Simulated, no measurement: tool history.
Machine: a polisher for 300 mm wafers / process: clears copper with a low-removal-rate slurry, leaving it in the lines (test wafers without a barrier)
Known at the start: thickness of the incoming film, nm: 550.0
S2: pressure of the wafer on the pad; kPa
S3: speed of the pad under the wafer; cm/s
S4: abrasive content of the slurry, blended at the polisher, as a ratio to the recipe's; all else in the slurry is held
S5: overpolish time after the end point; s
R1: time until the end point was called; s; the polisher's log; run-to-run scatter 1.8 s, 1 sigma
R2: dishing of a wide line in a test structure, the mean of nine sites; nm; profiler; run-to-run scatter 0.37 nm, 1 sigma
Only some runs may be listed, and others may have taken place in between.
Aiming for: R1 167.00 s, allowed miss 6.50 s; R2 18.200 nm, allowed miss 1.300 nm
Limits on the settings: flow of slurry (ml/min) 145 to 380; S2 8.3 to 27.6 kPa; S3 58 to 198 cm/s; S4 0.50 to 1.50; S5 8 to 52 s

{"run": 1, "hour": 0.0, "flow of slurry (ml/min)": 245, "S2": 17.9, "S3": 128, "S4": 1.0, "S5": 26, "R1": 151.18, "R2": 51.936}
{"run": 2, "hour": 4.7, "flow of slurry (ml/min)": 245, "S2": 17.9, "S3": 98, "S4": 1.0, "S5": 26, "R1": 195.25, "R2": 43.126}
{"run": 3, "hour": 12.5, "flow of slurry (ml/min)": 250, "S2": 17.2, "S3": 104, "S4": 1.05, "S5": 23, "R1": 189.98, "R2": 40.413}
{"run": 4, "hour": 18.7, "flow of slurry (ml/min)": 250, "S2": 17.2, "S3": 104, "S4": 1.25, "S5": 23, "R1": 179.43, "R2": 42.637}
{"run": 5, "hour": 27.3, "flow of slurry (ml/min)": 250, "S2": 17.2, "S3": 104, "S4": 1.15, "S5": 23, "R1": 182.16, "R2": 43.418}
{"run": 6, "hour": 34.4, "flow of slurry (ml/min)": 235, "S2": 17.2, "S3": 106, "S4": 1.05, "S5": 21, "R1": 183.81, "R2": 38.45}
{"run": 7, "hour": 42.4, "flow of slurry (ml/min)": 220, "S2": 17.2, "S3": 110, "S4": 0.95, "S5": 19, "R1": 181.08, "R2": 36.103}
{"run": 8, "hour": 50.5, "flow of slurry (ml/min)": 210, "S2": 16.5, "S3": 116, "S4": 0.9, "S5": 17, "R1": 177.71, "R2": 31.871}
{"run": 9, "hour": 56.1, "flow of slurry (ml/min)": 200, "S2": 15.9, "S3": 122, "S4": 0.85, "S5": 16, "R1": 178.78, "R2": 32.168}
{"run": 10, "hour": 58.0, "flow of slurry (ml/min)": 270, "S2": 17.2, "S3": 86, "S4": 1.1, "S5": 8, "R1": 220.53, "R2": 13.716}
{"run": 11, "hour": 64.9, "flow of slurry (ml/min)": 265, "S2": 17.9, "S3": 86, "S4": 1.1, "S5": 8, "R1": 215.98, "R2": 14.022}
{"run": 12, "hour": 73.2, "flow of slurry (ml/min)": 260, "S2": 18.6, "S3": 86, "S4": 1.1, "S5": 8, "R1": 207.62, "R2": 14.766}
{"run": 13, "hour": 75.5, "flow of slurry (ml/min)": 255, "S2": 19.3, "S3": 86, "S4": 1.1, "S5": 8, "R1": 207.29, "R2": 15.002}
{"hour": 81.1, "done": "slurry nozzle cleaned"}
{"run": 14, "hour": 81.1, "flow of slurry (ml/min)": 250, "S2": 20.0, "S3": 86, "S4": 1.1, "S5": 8, "R1": 196.25, "R2": 15.966}
{"run": 15, "hour": 88.7, "flow of slurry (ml/min)": 250, "S2": 20.7, "S3": 86, "S4": 1.1, "S5": 8, "R1": 195.2, "R2": 15.248}
{"run": 16, "hour": 92.4, "flow of slurry (ml/min)": 255, "S2": 24.1, "S3": 88, "S4": 1.1, "S5": 12, "R1": 170.24, "R2": 26.165}
{"run": 17, "hour": 94.3, "flow of slurry (ml/min)": 275, "S2": 24.1, "S3": 88, "S4": 1.1, "S5": 11, "R1": 168.62, "R2": 22.909}
{"run": 18, "hour": 95.4, "flow of slurry (ml/min)": 280, "S2": 24.1, "S3": 88, "S4": 1.1, "S5": 11, "R1": 168.39, "R2": 24.313}
{"run": 19, "hour": 100.2, "flow of slurry (ml/min)": 275, "S2": 23.4, "S3": 90, "S4": 1.15, "S5": 11, "R1": 164.07, "R2": 24.248}
{"run": 20, "hour": 103.1, "flow of slurry (ml/min)": 290, "S2": 23.4, "S3": 90, "S4": 1.15, "S5": 11, "R1": 165.17, "R2": 24.601}
{"run": 21, "hour": 109.9, "flow of slurry (ml/min)": 265, "S2": 23.4, "S3": 90, "S4": 1.15, "S5": 11, "R1": 170.57, "R2": 24.478}
{"run": 22, "hour": 114.8, "flow of slurry (ml/min)": 275, "S2": 23.4, "S3": 90, "S4": 1.1, "S5": 11, "R1": 167.82, "R2": 23.923}
{"run": 23, "hour": 121.5, "flow of slurry (ml/min)": 290, "S2": 23.4, "S3": 90, "S4": 1.1, "S5": 11, "R1": 169.05, "R2": 24.777}

Which of these 5 next moves meets every target?
{"run": "A", "hour": 128.2, "flow of slurry (ml/min)": 310, "S2": 22.1, "S3": 94, "S4": 1.1, "S5": 9, "R1": "?", "R2": "?"}
{"run": "B", "hour": 128.2, "flow of slurry (ml/min)": 305, "S2": 20.0, "S3": 102, "S4": 1.05, "S5": 18, "R1": "?", "R2": "?"}
{"run": "C", "hour": 128.2, "flow of slurry (ml/min)": 375, "S2": 17.9, "S3": 120, "S4": 0.95, "S5": 9, "R1": "?", "R2": "?"}
{"run": "D", "hour": 128.2, "flow of slurry (ml/min)": 290, "S2": 21.4, "S3": 98, "S4": 1.1, "S5": 15, "R1": "?", "R2": "?"}
{"run": "E", "hour": 128.2, "flow of slurry (ml/min)": 300, "S2": 25.5, "S3": 84, "S4": 1.2, "S5": 8, "R1": "?", "R2": "?"}

move=A R1=168.96 R2=20.641
move=B R1=168.27 R2=37.695
move=C R1=154.63 R2=22.263
move=D R1=166.64 R2=32.725
move=E R1=168.07 R2=18.673
A: nearer than the last run, and not there yet
B: lands further from the targets than the last run did
C: nearer than the last run, and not there yet
D: lands further from the targets than the last run did
E: hits every target within its allowed miss
Go with E: it meets all targets.
